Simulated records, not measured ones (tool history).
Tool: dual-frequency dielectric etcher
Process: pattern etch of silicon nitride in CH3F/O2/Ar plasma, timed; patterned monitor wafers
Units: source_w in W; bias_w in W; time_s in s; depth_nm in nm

run	hour	source_w	bias_w	time_s	depth_nm
1	0.0	350	55	35.5	22.714
2	9.0	340	54	35.5	22.391
3	9.6	330	53	35.5	22.009
4	10.3	330	62	35.5	23.223
# hour 19.0: wet clean of the chamber
5	19.0	310	61	35.5	23.196
6	22.8	310	58	35.0	22.644
7	28.3	310	56	34.5	21.984

Forecast run 8:
8	35.5	310	54	34.5	?

depth_nm: 21.672 nm

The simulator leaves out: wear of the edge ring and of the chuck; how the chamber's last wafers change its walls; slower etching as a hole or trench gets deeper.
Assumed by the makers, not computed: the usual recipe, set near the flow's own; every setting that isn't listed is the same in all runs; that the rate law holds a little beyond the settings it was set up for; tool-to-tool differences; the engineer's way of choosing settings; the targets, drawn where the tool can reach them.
